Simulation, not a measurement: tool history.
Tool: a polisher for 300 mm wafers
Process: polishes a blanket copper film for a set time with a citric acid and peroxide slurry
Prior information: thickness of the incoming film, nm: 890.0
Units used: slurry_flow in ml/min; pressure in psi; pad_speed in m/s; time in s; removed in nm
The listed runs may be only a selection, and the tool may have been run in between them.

{"run": 1, "hour": 0.0, "slurry_flow": 205, "pressure": 2, "pad_speed": 1.24, "slurry_solids": 1, "time": 109, "removed": 199.65}
{"run": 2, "hour": 1.5, "slurry_flow": 205, "pressure": 2, "pad_speed": 1.24, "slurry_solids": 1, "time": 114, "removed": 206.13}
{"run": 3, "hour": 7.7, "slurry_flow": 205, "pressure": 2, "pad_speed": 1.24, "slurry_solids": 0.8, "time": 114, "removed": 204.18}
{"run": 4, "hour": 9.8, "slurry_flow": 205, "pressure": 2.1, "pad_speed": 1.24, "slurry_solids": 0.8, "time": 114, "removed": 206.05}
{"run": 5, "hour": 17.0, "slurry_flow": 205, "pressure": 2.1, "pad_speed": 1.04, "slurry_solids": 0.8, "time": 114, "removed": 176.6}
{"run": 6, "hour": 26.0, "slurry_flow": 205, "pressure": 2.1, "pad_speed": 1.24, "slurry_solids": 0.8, "time": 114, "removed": 205.44}
{"run": 7, "hour": 30.8, "slurry_flow": 205, "pressure": 2.2, "pad_speed": 1.26, "slurry_solids": 0.8, "time": 114, "removed": 216.51}
{"run": 8, "hour": 37.2, "slurry_flow": 205, "pressure": 2.3, "pad_speed": 1.28, "slurry_solids": 0.8, "time": 114, "removed": 227.27}
{"run": 9, "hour": 43.6, "slurry_flow": 205, "pressure": 2.4, "pad_speed": 1.3, "slurry_solids": 0.8, "time": 114, "removed": 237.69}
{"run": 10, "hour": 45.8, "slurry_flow": 205, "pressure": 2.4, "pad_speed": 1.3, "slurry_solids": 0.8, "time": 114, "removed": 238.78}
{"run": 11, "hour": 47.3, "slurry_flow": 205, "pressure": 2.5, "pad_speed": 1.3, "slurry_solids": 0.8, "time": 114, "removed": 246.93}
{"run": 12, "hour": 48.8, "slurry_flow": 205, "pressure": 2.6, "pad_speed": 1.3, "slurry_solids": 0.8, "time": 114, "removed": 253.41}
{"run": 13, "hour": 55.6, "slurry_flow": 205, "pressure": 2.7, "pad_speed": 1.3, "slurry_solids": 0.8, "time": 114, "removed": 257.76}
{"run": 14, "hour": 59.2, "slurry_flow": 205, "pressure": 2.7, "pad_speed": 1.32, "slurry_solids": 0.8, "time": 114, "removed": 264.45}

What does the tool deliver on the next run?
{"run": 15, "hour": 64.9, "slurry_flow": 205, "pressure": 2.9, "pad_speed": 1.36, "slurry_solids": 0.8, "time": 114, "removed": "?"}

{"run 15": {"removed": 279.96}}
